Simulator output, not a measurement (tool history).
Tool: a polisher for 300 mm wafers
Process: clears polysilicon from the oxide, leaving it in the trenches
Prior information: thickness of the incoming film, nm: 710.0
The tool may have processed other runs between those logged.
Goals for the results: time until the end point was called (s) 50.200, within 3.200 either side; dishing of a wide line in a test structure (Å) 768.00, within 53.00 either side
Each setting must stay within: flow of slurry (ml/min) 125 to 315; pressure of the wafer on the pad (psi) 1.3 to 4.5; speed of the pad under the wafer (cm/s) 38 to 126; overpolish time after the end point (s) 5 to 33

| run | hour | flow of slurry (ml/min) | pressure of the wafer on the pad (psi) | speed of the pad under the wafer (cm/s) | overpolish time after the end point (s) | time until the end point was called (s) | dishing of a wide line in a test structure (Å) |
|---|---|---|---|---|---|---|---|
| 1 | 0.0 | 205 | 2.9 | 82 | 17 | 68.207 | 702.86 |
| 2 | 2.8 | 205 | 3.1 | 82 | 17 | 66.287 | 716.63 |
| 3 | 5.8 | 245 | 3.1 | 82 | 17 | 61.714 | 721.55 |
| 4 | 8.5 | 245 | 3.1 | 82 | 13 | 64.309 | 662.57 |
| 5 | 9.9 | 245 | 3.1 | 82 | 16 | 63.827 | 682.67 |
| 6 | 12.1 | 245 | 3.2 | 82 | 17 | 60.709 | 728.80 |
| 7 | 16.5 | 245 | 3.3 | 82 | 17 | 57.880 | 698.92 |
| 8 | 20.5 | 245 | 3.3 | 84 | 18 | 58.747 | 725.01 |
| 9 | 24.1 | 245 | 3.3 | 84 | 18 | 58.440 | 739.21 |
| 10 | 27.9 | 245 | 3.4 | 84 | 18 | 58.443 | 720.64 |
| 11 | 35.8 | 245 | 3.5 | 86 | 19 | 53.612 | 763.06 |
| 12 | 40.4 | 245 | 3.5 | 86 | 19 | 55.879 | 751.02 |

Exercise: of the 4 proposed moves below, exactly one satisfies all targets within the stated allowed misses. Which move is it?
| A | 45.0 | 190 | 4.1 | 80 | 20 | ? | ? |
| B | 45.0 | 255 | 4.4 | 72 | 10 | ? | ? |
| C | 45.0 | 260 | 4.2 | 66 | 13 | ? | ? |
| D | 45.0 | 215 | 3.3 | 76 | 16 | ? | ? |

| move | time until the end point was called (s) | dishing of a wide line in a test structure (Å) |
|---|---|---|
| A | 50.350 | 739.51 |
| B | 50.089 | 642.92 |
| C | 56.480 | 671.59 |
| D | 64.295 | 685.46 |
A: all results land within tolerance of their targets
B: brings the result that was furthest off to its target, and leaves another outside
C: lands further from the targets than the last run did
D: lands further from the targets than the last run did
Answer: A
